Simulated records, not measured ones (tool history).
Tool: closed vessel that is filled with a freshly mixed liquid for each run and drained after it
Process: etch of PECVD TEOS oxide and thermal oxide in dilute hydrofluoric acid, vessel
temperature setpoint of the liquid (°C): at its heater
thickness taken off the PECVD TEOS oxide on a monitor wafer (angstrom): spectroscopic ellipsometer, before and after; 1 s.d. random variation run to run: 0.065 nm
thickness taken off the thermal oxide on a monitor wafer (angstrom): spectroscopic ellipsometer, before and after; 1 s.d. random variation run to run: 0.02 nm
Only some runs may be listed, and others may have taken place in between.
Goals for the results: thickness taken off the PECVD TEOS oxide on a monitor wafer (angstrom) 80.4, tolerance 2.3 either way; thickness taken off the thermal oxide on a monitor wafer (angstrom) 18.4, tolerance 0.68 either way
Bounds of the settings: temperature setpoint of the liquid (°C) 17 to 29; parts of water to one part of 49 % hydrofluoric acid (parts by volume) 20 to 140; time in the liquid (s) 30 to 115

run	day	temperature setpoint of the liquid (°C)	parts of water to one part of 49 % hydrofluoric acid (parts by volume)	time in the liquid (s)	thickness taken off the PECVD TEOS oxide on a monitor wafer (angstrom)	thickness taken off the thermal oxide on a monitor wafer (angstrom)
1	0	21	75	60	142.26	31.983
2	0.158	19.5	75	60	131.44	30.183
3	0.333	22	75	60	148.88	33.749
4	0.704	23.5	75	60	157.36	35.943
5	0.875	26	75	60	173.55	40.106
6	1.196	29	75	60	197.1	45.614
7	1.275	27	80	60	169.82	38.998
8	1.608	25.5	85	60	149.25	34.306
9	1.829	24	90	60	129.45	29.793
10	1.979	23	90	60	125.81	29.293
11	2.129	22	90	60	121.96	27.972

5 next moves are on the table. One of them brings every result within its allowed miss. Which?
A	2.279	17	75	30	?	?
B	2.279	19	90	45	?	?
C	2.279	22.5	105	50	?	?
D	2.279	23.5	120	55	?	?
E	2.279	20.5	80	40	?	?

move	thickness taken off the PECVD TEOS oxide on a monitor wafer (angstrom)	thickness taken off the thermal oxide on a monitor wafer (angstrom)
A	59.437	13.778
B	79.534	18.437
C	85.91	19.915
D	84.526	19.594
E	85.618	19.848
A: the result that was furthest off in the last run now lies on the other side of its target
B: each result inside its tolerance
C: an improvement on the last run, though not all results are within tolerance
D: an improvement on the last run, though not all results are within tolerance
E: an improvement on the last run, though not all results are within tolerance
Go with B: it meets all targets.
